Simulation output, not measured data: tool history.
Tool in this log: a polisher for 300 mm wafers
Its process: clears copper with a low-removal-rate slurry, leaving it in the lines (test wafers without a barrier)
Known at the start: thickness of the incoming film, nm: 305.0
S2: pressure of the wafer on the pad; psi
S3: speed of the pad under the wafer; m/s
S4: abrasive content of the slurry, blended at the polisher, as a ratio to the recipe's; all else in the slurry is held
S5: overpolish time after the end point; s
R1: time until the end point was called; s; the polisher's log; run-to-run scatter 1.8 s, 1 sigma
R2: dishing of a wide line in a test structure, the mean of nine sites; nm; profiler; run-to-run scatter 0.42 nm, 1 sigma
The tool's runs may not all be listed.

Run 1, day 0.000: flow of slurry (ml/min) 290, S2 3.0 psi, S3 1.24 m/s, S4 1.0, S5 14 s. Result: R1 100.320 s, R2 29.794 nm.
Run 2, day 0.275: flow of slurry (ml/min) 290, S2 2.8 psi, S3 1.24 m/s, S4 1.0, S5 16 s. Result: R1 110.970 s, R2 31.268 nm.
Run 3, day 0.312: flow of slurry (ml/min) 290, S2 2.7 psi, S3 1.24 m/s, S4 1.0, S5 17 s. Result: R1 111.780 s, R2 32.125 nm.
Run 4, day 0.421: flow of slurry (ml/min) 290, S2 2.7 psi, S3 1.40 m/s, S4 1.0, S5 17 s. Result: R1 99.553 s, R2 33.847 nm.
Run 5, day 0.446: flow of slurry (ml/min) 295, S2 2.5 psi, S3 1.36 m/s, S4 1.0, S5 19 s. Result: R1 111.990 s, R2 34.005 nm.
Run 6, day 0.783: flow of slurry (ml/min) 295, S2 2.5 psi, S3 1.66 m/s, S4 1.0, S5 19 s. Result: R1 94.167 s, R2 39.593 nm.
Run 7, day 0.892: flow of slurry (ml/min) 295, S2 2.2 psi, S3 1.64 m/s, S4 1.0, S5 20 s. Result: R1 107.260 s, R2 37.282 nm.
At day 1.146: worn pad replaced by a new one.
Run 8, day 1.146: flow of slurry (ml/min) 295, S2 2.0 psi, S3 1.64 m/s, S4 1.0, S5 21 s. Result: R1 106.100 s, R2 38.576 nm.
Run 9, day 1.275: flow of slurry (ml/min) 295, S2 1.8 psi, S3 1.58 m/s, S4 1.0, S5 22 s. Result: R1 117.750 s, R2 35.256 nm.
Run 10, day 1.317: flow of slurry (ml/min) 295, S2 1.7 psi, S3 1.56 m/s, S4 1.0, S5 23 s. Result: R1 129.270 s, R2 34.883 nm.

Run 11 comes next. What will it give?
Run 11, day 1.521: flow of slurry (ml/min) 295, S2 1.5 psi, S3 1.56 m/s, S4 1.0, S5 25 s. Result: R1 ?, R2 ?.

{"run 11": {"R1": 144.17, "R2": 33.186}}
